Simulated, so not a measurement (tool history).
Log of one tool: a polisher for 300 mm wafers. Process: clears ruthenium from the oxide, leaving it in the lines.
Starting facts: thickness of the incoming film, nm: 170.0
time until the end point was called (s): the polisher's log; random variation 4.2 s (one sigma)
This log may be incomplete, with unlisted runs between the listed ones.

run,hour,flow of slurry (ml/min),pressure of the wafer on the pad (kPa),speed of the pad under the wafer (m/s),overpolish time after the end point (s),time until the end point was called (s)
1,0.0,285,13.8,1.18,50,109.23
2,8.3,285,13.8,1.18,50,106.86
3,11.8,280,12.4,1.06,50,133.22
4,18.0,280,11.0,0.98,50,158.60
5,23.8,305,11.0,0.98,50,159.07
6,26.1,305,11.0,0.98,50,161.40
7,27.2,305,10.3,0.92,50,179.56
8,29.0,305,9.7,0.88,50,200.29
9,31.4,300,6.2,0.74,50,362.92
10,37.9,300,6.2,0.74,50,356.75
11,42.3,305,6.2,0.74,50,360.63

Run 12, settings as shown, results not yet in. Your forecast:
12,44.3,310,6.9,0.74,50,?

{"run 12": {"time until the end point was called (s)": 322.87}}

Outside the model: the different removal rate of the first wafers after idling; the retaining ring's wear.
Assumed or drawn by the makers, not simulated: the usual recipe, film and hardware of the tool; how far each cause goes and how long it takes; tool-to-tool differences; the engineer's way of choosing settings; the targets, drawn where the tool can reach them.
